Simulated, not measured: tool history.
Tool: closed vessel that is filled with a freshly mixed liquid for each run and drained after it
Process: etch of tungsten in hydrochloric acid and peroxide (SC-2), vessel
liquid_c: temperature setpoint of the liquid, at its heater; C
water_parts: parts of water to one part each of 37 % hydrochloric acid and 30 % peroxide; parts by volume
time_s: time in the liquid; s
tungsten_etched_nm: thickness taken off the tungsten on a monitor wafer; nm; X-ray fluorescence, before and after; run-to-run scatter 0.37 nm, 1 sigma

{"run": 1, "day": 0.0, "liquid_c": 56.0, "water_parts": 10.5, "time_s": 195, "tungsten_etched_nm": 29.474}
{"run": 2, "day": 0.321, "liquid_c": 59.5, "water_parts": 10.5, "time_s": 195, "tungsten_etched_nm": 36.709}
{"run": 3, "day": 0.688, "liquid_c": 59.5, "water_parts": 13.0, "time_s": 195, "tungsten_etched_nm": 30.219}
{"run": 4, "day": 0.854, "liquid_c": 59.5, "water_parts": 10.5, "time_s": 195, "tungsten_etched_nm": 36.726}
{"run": 5, "day": 1.167, "liquid_c": 61.0, "water_parts": 10.5, "time_s": 195, "tungsten_etched_nm": 39.84}
{"run": 6, "day": 1.442, "liquid_c": 62.5, "water_parts": 10.5, "time_s": 195, "tungsten_etched_nm": 44.731}
{"run": 7, "day": 1.488, "liquid_c": 63.5, "water_parts": 10.5, "time_s": 195, "tungsten_etched_nm": 47.439}
{"day": 1.596, "done": "thermometer replaced"}
{"run": 8, "day": 1.596, "liquid_c": 64.5, "water_parts": 10.5, "time_s": 195, "tungsten_etched_nm": 53.845}

Run 9 is up next; what results do you expect?
{"run": 9, "day": 1.667, "liquid_c": 65.0, "water_parts": 10.5, "time_s": 195, "tungsten_etched_nm": "?"}

Run 9 came out at tungsten_etched_nm 55.175 nm.

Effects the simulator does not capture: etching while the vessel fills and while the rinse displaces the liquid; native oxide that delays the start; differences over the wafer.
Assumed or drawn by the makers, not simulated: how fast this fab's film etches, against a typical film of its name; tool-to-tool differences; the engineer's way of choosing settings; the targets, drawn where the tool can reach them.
